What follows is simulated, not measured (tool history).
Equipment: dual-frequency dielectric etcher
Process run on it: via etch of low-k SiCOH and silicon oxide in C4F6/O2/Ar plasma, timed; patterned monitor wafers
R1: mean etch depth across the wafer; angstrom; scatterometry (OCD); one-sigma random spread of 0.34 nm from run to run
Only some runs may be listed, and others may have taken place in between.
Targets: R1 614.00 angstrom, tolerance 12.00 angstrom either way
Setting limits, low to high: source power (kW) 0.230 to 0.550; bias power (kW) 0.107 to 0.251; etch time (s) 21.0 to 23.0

Run 1, day 0.000: source power (kW) 0.390, bias power (kW) 0.179, etch time (s) 23.0. Result: R1 531.30 angstrom.
Run 2, day 0.167: source power (kW) 0.390, bias power (kW) 0.201, etch time (s) 23.0. Result: R1 548.96 angstrom.
Run 3, day 0.483: source power (kW) 0.390, bias power (kW) 0.201, etch time (s) 21.0. Result: R1 507.32 angstrom.
Run 4, day 0.804: source power (kW) 0.410, bias power (kW) 0.205, etch time (s) 21.0. Result: R1 524.28 angstrom.
Run 5, day 1.117: source power (kW) 0.410, bias power (kW) 0.177, etch time (s) 21.0. Result: R1 499.61 angstrom.
Run 6, day 1.292: source power (kW) 0.420, bias power (kW) 0.185, etch time (s) 21.0. Result: R1 510.90 angstrom.
Run 7, day 1.467: source power (kW) 0.430, bias power (kW) 0.192, etch time (s) 21.0. Result: R1 521.55 angstrom.
Run 8, day 1.496: source power (kW) 0.440, bias power (kW) 0.198, etch time (s) 21.0. Result: R1 537.90 angstrom.
Run 9, day 1.662: source power (kW) 0.450, bias power (kW) 0.200, etch time (s) 21.0. Result: R1 541.48 angstrom.
Run 10, day 1.812: source power (kW) 0.460, bias power (kW) 0.203, etch time (s) 21.0. Result: R1 548.82 angstrom.
Run 11, day 1.979: source power (kW) 0.460, bias power (kW) 0.203, etch time (s) 21.0. Result: R1 546.15 angstrom.
Run 12, day 2.262: source power (kW) 0.470, bias power (kW) 0.206, etch time (s) 21.0. Result: R1 557.17 angstrom.
Run 13, day 2.450: source power (kW) 0.480, bias power (kW) 0.208, etch time (s) 21.0. Result: R1 568.53 angstrom.
Run 14, day 2.562: source power (kW) 0.490, bias power (kW) 0.209, etch time (s) 21.0. Result: R1 569.52 angstrom.
Run 15, day 2.896: source power (kW) 0.500, bias power (kW) 0.211, etch time (s) 21.0. Result: R1 588.70 angstrom.
Run 16, day 3.142: source power (kW) 0.520, bias power (kW) 0.212, etch time (s) 21.0. Result: R1 595.08 angstrom.

Pick the move, out of 5, that brings all results within their allowed miss; only one does.
Run A, day 3.388: source power (kW) 0.520, bias power (kW) 0.219, etch time (s) 21.5. Result: R1 ?.
Run B, day 3.388: source power (kW) 0.520, bias power (kW) 0.206, etch time (s) 21.0. Result: R1 ?.
Run C, day 3.388: source power (kW) 0.490, bias power (kW) 0.215, etch time (s) 21.5. Result: R1 ?.
Run D, day 3.388: source power (kW) 0.540, bias power (kW) 0.196, etch time (s) 21.0. Result: R1 ?.
Run E, day 3.388: source power (kW) 0.550, bias power (kW) 0.157, etch time (s) 22.5. Result: R1 ?.

move      R1
   A  616.38
   B  589.78
   C  595.47
   D  590.57
   E  594.08
A: all results in spec
B: its largest miss is bigger than the last run's
C: about as far from the targets as the last run
D: its largest miss is bigger than the last run's
E: its largest miss is bigger than the last run's
A is the move that brings every result within its allowed miss.
